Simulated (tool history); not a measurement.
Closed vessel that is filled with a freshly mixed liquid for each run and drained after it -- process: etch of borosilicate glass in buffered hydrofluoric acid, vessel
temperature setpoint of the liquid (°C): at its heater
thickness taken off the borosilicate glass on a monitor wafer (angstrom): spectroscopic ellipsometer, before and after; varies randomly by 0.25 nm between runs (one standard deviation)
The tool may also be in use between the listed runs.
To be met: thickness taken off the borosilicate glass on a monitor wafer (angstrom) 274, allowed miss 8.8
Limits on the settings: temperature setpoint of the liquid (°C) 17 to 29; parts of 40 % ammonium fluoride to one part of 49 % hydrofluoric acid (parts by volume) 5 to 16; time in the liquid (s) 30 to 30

run,hour,temperature setpoint of the liquid (°C),parts of 40 % ammonium fluoride to one part of 49 % hydrofluoric acid (parts by volume),time in the liquid (s),thickness taken off the borosilicate glass on a monitor wafer (angstrom)
1,0,21,9.5,30,336.18
2,8.2,21,9.5,30,326.83
3,12.6,21,9.5,30,337.89
4,15.3,21,9.5,30,332.5
5,24.2,18.5,9.5,30,293.46
6,30.9,20,9.5,30,312.93
7,36.1,19,9.5,30,294.36
8,38.4,18.5,9.5,30,288.34

4 candidate next runs follow, results not yet known. Just one meets every target within its allowed miss. Identify it.
A,40.7,17,9,30,?
B,40.7,17,8.5,30,?
C,40.7,18.5,9,30,?
D,40.7,19,9.5,30,?

move,thickness taken off the borosilicate glass on a monitor wafer (angstrom)
A,274.48
B,292.42
C,298.27
D,296.06
A: hits every target within its allowed miss
B: the biggest miss grows against the last run
C: the biggest miss grows against the last run
D: the biggest miss grows against the last run
So the answer is move A, the one that meets all the targets.

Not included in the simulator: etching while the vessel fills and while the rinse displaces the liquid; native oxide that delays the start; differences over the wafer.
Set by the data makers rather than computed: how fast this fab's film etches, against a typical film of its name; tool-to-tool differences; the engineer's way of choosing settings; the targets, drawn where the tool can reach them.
